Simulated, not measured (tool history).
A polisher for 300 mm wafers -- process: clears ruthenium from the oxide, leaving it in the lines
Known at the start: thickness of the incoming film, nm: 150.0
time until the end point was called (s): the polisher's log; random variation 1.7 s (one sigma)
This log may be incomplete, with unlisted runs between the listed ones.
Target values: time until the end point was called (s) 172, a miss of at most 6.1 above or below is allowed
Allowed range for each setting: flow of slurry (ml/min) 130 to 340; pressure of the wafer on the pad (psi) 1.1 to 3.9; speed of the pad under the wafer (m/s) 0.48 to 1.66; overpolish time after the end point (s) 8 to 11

| run | hour | flow of slurry (ml/min) | pressure of the wafer on the pad (psi) | speed of the pad under the wafer (m/s) | overpolish time after the end point (s) | time until the end point was called (s) |
|---|---|---|---|---|---|---|
| 1 | 0 | 220 | 2.5 | 1.06 | 11 | 89.802 |
| 2 | 7.3 | 220 | 2.5 | 1.06 | 8 | 89.202 |
| 3 | 11.5 | 220 | 2 | 1.02 | 8 | 113.42 |
| 4 | 17.4 | 220 | 1.7 | 1 | 8 | 136.08 |
| 5 | 25 | 220 | 1.7 | 1.14 | 8 | 122.09 |
| 6 | 29.3 | 220 | 1.7 | 0.88 | 8 | 147.67 |
| 7 | 33.4 | 220 | 1.6 | 0.88 | 8 | 154.22 |
| 8 | 38.9 | 220 | 1.5 | 0.88 | 8 | 163.32 |

Exercise: of the 5 proposed moves below, exactly one satisfies all targets within the stated allowed misses. Which move is it?
| A | 44.4 | 215 | 1.6 | 0.74 | 11 | ? |
| B | 44.4 | 245 | 1.9 | 0.74 | 9 | ? |
| C | 44.4 | 205 | 1.4 | 0.8 | 11 | ? |
| D | 44.4 | 210 | 1.4 | 1.02 | 8 | ? |
| E | 44.4 | 205 | 1.1 | 1.1 | 8 | ? |

| move | time until the end point was called (s) |
|---|---|
| A | 170.83 |
| B | 142.88 |
| C | 186.1 |
| D | 158.89 |
| E | 190 |
A: in spec on every target
B: lands further from the targets than the last run did
C: takes the result that was furthest off past its target
D: lands further from the targets than the last run did
E: takes the result that was furthest off past its target
The move that meets every target is A.
